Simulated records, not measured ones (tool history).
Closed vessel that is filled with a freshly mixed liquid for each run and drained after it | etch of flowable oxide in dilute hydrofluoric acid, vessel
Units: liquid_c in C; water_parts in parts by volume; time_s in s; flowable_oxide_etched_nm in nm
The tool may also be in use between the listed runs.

| run | hour | liquid_c | water_parts | time_s | flowable_oxide_etched_nm |
|---|---|---|---|---|---|
| 1 | 0 | 20 | 230 | 30 | 4.0048 |
| 2 | 7.7 | 20 | 230 | 30 | 4.133 |
| 3 | 13.4 | 20 | 230 | 30 | 4.0806 |
| 4 | 20.6 | 20.5 | 230 | 30 | 4.0871 |
| 5 | 27 | 21.5 | 230 | 30 | 4.2504 |
| 6 | 35.5 | 21.5 | 285 | 30 | 3.2779 |
| 7 | 39.1 | 22.5 | 280 | 30 | 3.4912 |

Forecast run 8:
| 8 | 47.7 | 23.5 | 275 | 30 | ? |

{"run 8": {"flowable_oxide_etched_nm": 3.6841}}

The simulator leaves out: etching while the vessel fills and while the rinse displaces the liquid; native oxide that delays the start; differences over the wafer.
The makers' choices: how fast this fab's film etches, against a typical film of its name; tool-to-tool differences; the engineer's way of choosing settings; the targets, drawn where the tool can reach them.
